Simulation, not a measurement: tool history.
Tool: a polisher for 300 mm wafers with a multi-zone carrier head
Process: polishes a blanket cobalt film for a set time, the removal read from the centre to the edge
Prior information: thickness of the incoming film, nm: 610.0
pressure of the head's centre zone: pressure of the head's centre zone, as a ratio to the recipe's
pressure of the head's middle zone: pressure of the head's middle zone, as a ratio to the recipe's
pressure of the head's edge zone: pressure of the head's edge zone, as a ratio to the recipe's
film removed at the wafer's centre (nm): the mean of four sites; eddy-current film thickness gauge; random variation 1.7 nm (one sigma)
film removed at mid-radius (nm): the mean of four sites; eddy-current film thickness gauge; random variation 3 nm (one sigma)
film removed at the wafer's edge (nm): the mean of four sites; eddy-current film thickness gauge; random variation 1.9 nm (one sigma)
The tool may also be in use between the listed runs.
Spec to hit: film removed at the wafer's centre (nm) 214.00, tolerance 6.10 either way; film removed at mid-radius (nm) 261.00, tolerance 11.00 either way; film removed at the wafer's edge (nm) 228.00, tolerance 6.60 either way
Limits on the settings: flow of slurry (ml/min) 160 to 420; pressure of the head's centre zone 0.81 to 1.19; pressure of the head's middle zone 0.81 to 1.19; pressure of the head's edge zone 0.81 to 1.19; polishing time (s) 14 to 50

run,day,flow of slurry (ml/min),pressure of the head's centre zone,pressure of the head's middle zone,pressure of the head's edge zone,polishing time (s),film removed at the wafer's centre (nm),film removed at mid-radius (nm),film removed at the wafer's edge (nm)
1,0.000,270,1.00,1.00,1.00,32,200.60,196.55,201.32
2,0.362,270,1.00,1.09,1.00,32,202.68,210.40,199.74
3,0.717,275,0.99,1.10,1.00,32,201.46,211.85,202.99
4,0.754,300,0.99,1.10,1.00,32,203.80,212.14,202.51
5,0.925,300,0.99,1.10,1.00,27,171.07,178.73,174.06
6,1.283,295,0.98,1.11,1.00,28,177.09,187.05,178.29
7,1.379,290,0.97,1.12,1.00,29,180.50,198.18,184.32
8,1.462,285,0.97,1.13,1.00,30,185.75,201.79,190.97
9,1.608,280,0.96,1.14,0.99,31,193.61,209.81,195.12
10,1.933,275,0.94,1.15,0.99,32,195.54,217.21,199.23
11,2.079,275,0.94,1.15,0.99,32,194.96,217.86,202.42
12,2.367,270,0.93,1.15,0.98,33,200.93,225.06,208.09
13,2.554,270,0.92,1.15,0.97,33,195.34,225.86,206.31
14,2.612,280,0.90,1.17,0.95,35,206.71,243.89,215.06
15,2.871,280,0.90,1.17,0.95,35,205.56,241.29,216.75
16,2.938,280,0.88,1.18,0.93,36,209.50,256.62,223.75

Which single option among these 5 for the next run brings every result within its allowed miss of target? Just one does.
A,3.004,325,0.82,1.11,1.00,38,?,?,?
B,3.004,250,0.87,1.13,1.00,36,?,?,?
C,3.004,190,0.84,1.14,0.84,40,?,?,?
D,3.004,275,0.81,1.08,0.96,37,?,?,?
E,3.004,350,0.84,1.19,0.82,36,?,?,?

move,film removed at the wafer's centre (nm),film removed at mid-radius (nm),film removed at the wafer's edge (nm)
A,213.59,258.32,243.00
B,204.82,241.91,225.89
C,214.62,262.22,228.23
D,202.86,242.87,229.96
E,207.06,259.29,213.16
A: the furthest-off result lands on target, but another misses its tolerance
B: further off than the last run
C: every result within its allowed miss
D: further off than the last run
E: further off than the last run
Go with C: it meets all targets.
